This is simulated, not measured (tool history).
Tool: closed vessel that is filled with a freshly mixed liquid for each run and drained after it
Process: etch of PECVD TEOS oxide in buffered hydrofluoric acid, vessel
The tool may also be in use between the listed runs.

run  hour  temperature setpoint of the liquid (K)  parts of 40 % ammonium fluoride to one part of 49 % hydrofluoric acid (parts by volume)  time in the liquid (s)  thickness taken off the PECVD TEOS oxide on a monitor wafer (angstrom)
  1     0                                  296.15                                                                                       11                     105                                                                    1895
  2   1.1                                  297.65                                                                                       10                     105                                                                  2256.8
  3   8.4                                  295.65                                                                                       10                     105                                                                  2006.4
  4  11.1                                  297.15                                                                                      9.5                     105                                                                    2270
  5  19.3                                  297.15                                                                                      7.5                     105                                                                  2867.5
  6  22.3                                  298.15                                                                                      7.5                     105                                                                    3045
  7  25.2                                  299.15                                                                                      7.5                     105                                                                    3178

Run 8 comes next. What will it give?
  8  33.7                                  299.15                                                                                      7.5                     105                                                                       ?

Run 8 gave thickness taken off the PECVD TEOS oxide on a monitor wafer (angstrom) 3187.1.
